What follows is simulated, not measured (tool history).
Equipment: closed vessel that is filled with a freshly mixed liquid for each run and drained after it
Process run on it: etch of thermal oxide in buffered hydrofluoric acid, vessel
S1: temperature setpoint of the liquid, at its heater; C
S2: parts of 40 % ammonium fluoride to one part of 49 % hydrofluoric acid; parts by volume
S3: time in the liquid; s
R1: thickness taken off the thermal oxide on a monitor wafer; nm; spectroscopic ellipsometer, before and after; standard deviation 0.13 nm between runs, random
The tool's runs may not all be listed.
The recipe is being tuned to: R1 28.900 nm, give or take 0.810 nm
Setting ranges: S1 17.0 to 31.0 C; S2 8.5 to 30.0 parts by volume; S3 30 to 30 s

{"run": 1, "hour": 0.0, "S1": 23.0, "S2": 23.5, "S3": 30, "R1": 14.347}
{"run": 2, "hour": 6.3, "S1": 25.0, "S2": 21.0, "S3": 30, "R1": 17.228}
{"run": 3, "hour": 9.1, "S1": 26.5, "S2": 19.0, "S3": 30, "R1": 20.265}
{"run": 4, "hour": 11.2, "S1": 26.5, "S2": 24.0, "S3": 30, "R1": 16.998}
{"run": 5, "hour": 17.8, "S1": 26.5, "S2": 24.0, "S3": 30, "R1": 17.05}
{"run": 6, "hour": 26.5, "S1": 26.5, "S2": 27.0, "S3": 30, "R1": 15.705}
{"run": 7, "hour": 35.5, "S1": 27.5, "S2": 24.0, "S3": 30, "R1": 17.984}
{"run": 8, "hour": 43.4, "S1": 28.5, "S2": 21.5, "S3": 30, "R1": 20.565}
{"run": 9, "hour": 48.9, "S1": 29.0, "S2": 19.5, "S3": 30, "R1": 22.716}
{"run": 10, "hour": 51.6, "S1": 29.5, "S2": 18.5, "S3": 30, "R1": 24.466}
{"run": 11, "hour": 59.8, "S1": 30.0, "S2": 18.0, "S3": 30, "R1": 25.763}
{"run": 12, "hour": 62.2, "S1": 30.5, "S2": 17.5, "S3": 30, "R1": 27.45}

Which single option among these 5 for the next run brings every result within its allowed miss of target? Just one does.
{"run": "A", "hour": 64.6, "S1": 31.0, "S2": 16.0, "S3": 30, "R1": "?"}
{"run": "B", "hour": 64.6, "S1": 30.5, "S2": 16.5, "S3": 30, "R1": "?"}
{"run": "C", "hour": 64.6, "S1": 31.0, "S2": 18.0, "S3": 30, "R1": "?"}
{"run": "D", "hour": 64.6, "S1": 29.0, "S2": 14.5, "S3": 30, "R1": "?"}
{"run": "E", "hour": 64.6, "S1": 28.5, "S2": 13.5, "S3": 30, "R1": "?"}

move=A R1=30.477
move=B R1=28.806
move=C R1=27.151
move=D R1=30.213
move=E R1=31.557
A: moves the result that the last run missed by most past its target, out the other side
B: all results in spec
C: the biggest miss grows against the last run
D: moves the result that the last run missed by most past its target, out the other side
E: moves the result that the last run missed by most past its target, out the other side
B is the move that brings every result within its allowed miss.
